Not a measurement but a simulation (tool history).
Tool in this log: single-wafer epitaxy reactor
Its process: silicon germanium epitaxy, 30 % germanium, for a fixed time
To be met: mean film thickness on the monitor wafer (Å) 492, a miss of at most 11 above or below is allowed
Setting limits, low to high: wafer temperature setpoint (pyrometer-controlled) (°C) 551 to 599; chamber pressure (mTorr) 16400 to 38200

| run | hour | wafer temperature setpoint (pyrometer-controlled) (°C) | chamber pressure (mTorr) | mean film thickness on the monitor wafer (Å) |
|---|---|---|---|---|
| 1 | 0 | 575 | 27300 | 411.18 |
| 2 | 5.9 | 570 | 27300 | 361.79 |
| 3 | 13.5 | 574 | 27400 | 404.86 |
| 4 | 17.6 | 574 | 24700 | 386.25 |
| 5 | 22.1 | 574 | 21600 | 366.24 |
| 6 | 29.3 | 574 | 19300 | 352.28 |
| 7 | 36.3 | 578 | 19400 | 379.54 |
| 8 | 42.2 | 582 | 19500 | 418.72 |
| 9 | 47.5 | 584 | 19600 | 436.82 |
| 10 | 50.8 | 586 | 19600 | 453.78 |
| 11 | 51.9 | 587 | 19600 | 468.17 |
| 12 | 57.6 | 588 | 19600 | 481.41 |

Below are 5 possible settings for the next run. Only one of them brings all results inside the allowed miss of their targets. Which is it?
| A | 63.3 | 588 | 18800 | ? |
| B | 63.3 | 583 | 27300 | ? |
| C | 63.3 | 583 | 24600 | ? |
| D | 63.3 | 586 | 21200 | ? |
| E | 63.3 | 586 | 19600 | ? |

| move | mean film thickness on the monitor wafer (Å) |
|---|---|
| A | 467.61 |
| B | 486.35 |
| C | 466.81 |
| D | 469.65 |
| E | 455.42 |
A: misses by more than the last run did
B: each result inside its tolerance
C: misses by more than the last run did
D: misses by more than the last run did
E: misses by more than the last run did
Move B is the one to make.
